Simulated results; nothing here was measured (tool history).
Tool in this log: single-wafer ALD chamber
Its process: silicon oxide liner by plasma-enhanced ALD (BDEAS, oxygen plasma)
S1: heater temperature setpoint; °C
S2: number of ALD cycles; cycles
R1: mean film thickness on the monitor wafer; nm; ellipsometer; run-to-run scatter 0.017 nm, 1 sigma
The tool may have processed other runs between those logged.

run	hour	S1	S2	R1
1	0	325	57	5.2466
2	3.9	325	62	5.7104
3	10.3	336	62	5.6141
4	15.5	328	62	5.6499
5	19.5	329	56	5.1554
6	25.4	329	61	5.5746
7	32	330	56	5.115
8	39.3	331	52	4.7172
9	42	331	52	4.7522
10	50.7	332	49	4.4613
11	51.4	334	47	4.2806
12	56.3	336	46	4.1912
13	56.8	337	45	4.0792
14	59.8	339	45	4.0348

For run 15, what comes out?
15	65.6	339	45	?

R1: 4.0457 nm
